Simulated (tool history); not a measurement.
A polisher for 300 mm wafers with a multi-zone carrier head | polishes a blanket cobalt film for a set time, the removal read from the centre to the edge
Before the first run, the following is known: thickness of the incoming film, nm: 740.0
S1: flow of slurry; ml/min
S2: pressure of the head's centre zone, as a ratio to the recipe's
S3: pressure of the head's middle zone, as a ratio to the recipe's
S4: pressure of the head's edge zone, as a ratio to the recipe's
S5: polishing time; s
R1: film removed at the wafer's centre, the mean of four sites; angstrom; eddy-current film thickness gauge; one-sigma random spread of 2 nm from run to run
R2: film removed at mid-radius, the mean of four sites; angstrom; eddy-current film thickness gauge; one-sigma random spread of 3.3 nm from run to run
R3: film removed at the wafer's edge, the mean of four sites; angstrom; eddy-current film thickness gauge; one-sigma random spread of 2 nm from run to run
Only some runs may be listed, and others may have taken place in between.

| run | hour | S1 | S2 | S3 | S4 | S5 | R1 | R2 | R3 |
|---|---|---|---|---|---|---|---|---|---|
| 1 | 0 | 225 | 1 | 1 | 1 | 42 | 2434.8 | 2400 | 2364.1 |
| 2 | 6.6 | 225 | 1 | 0.93 | 1 | 42 | 2421.2 | 2226.7 | 2383.9 |
| 3 | 13 | 230 | 1 | 0.94 | 1.02 | 43 | 2481 | 2303.5 | 2483.6 |
| 4 | 20.4 | 230 | 1 | 1.03 | 1.02 | 43 | 2524.8 | 2516.4 | 2455.4 |
| 5 | 23.6 | 230 | 0.93 | 1.03 | 1.02 | 43 | 2344.9 | 2527.3 | 2456.9 |
| 6 | 25.3 | 180 | 0.93 | 1.03 | 1.02 | 43 | 2250.5 | 2442.3 | 2416.9 |
| 7 | 33.2 | 185 | 0.94 | 1.03 | 1.04 | 44 | 2321.8 | 2488.8 | 2470.5 |
| 8 | 36.2 | 195 | 0.95 | 1.03 | 1.06 | 45 | 2430.6 | 2598.8 | 2560.8 |
| 9 | 44.9 | 205 | 0.95 | 1.02 | 1.07 | 46 | 2496.8 | 2592.8 | 2652.4 |
|  | 51.9 | edge zone pressure recalibrated |
| 10 | 51.9 | 215 | 0.95 | 1.02 | 1.08 | 47 | 2598.1 | 2679.1 | 2859.6 |
| 11 | 53.1 | 230 | 0.96 | 1.03 | 1.09 | 47 | 2627.8 | 2719.1 | 2884.2 |
| 12 | 57.4 | 240 | 0.97 | 1.04 | 1.1 | 47 | 2696.3 | 2736.3 | 2884.8 |

Expected results for the next run?
| 13 | 64.9 | 250 | 0.98 | 1.05 | 1.11 | 47 | ? | ? | ? |

R1: 2719.4 angstrom
R2: 2819.8 angstrom
R3: 2912.3 angstrom

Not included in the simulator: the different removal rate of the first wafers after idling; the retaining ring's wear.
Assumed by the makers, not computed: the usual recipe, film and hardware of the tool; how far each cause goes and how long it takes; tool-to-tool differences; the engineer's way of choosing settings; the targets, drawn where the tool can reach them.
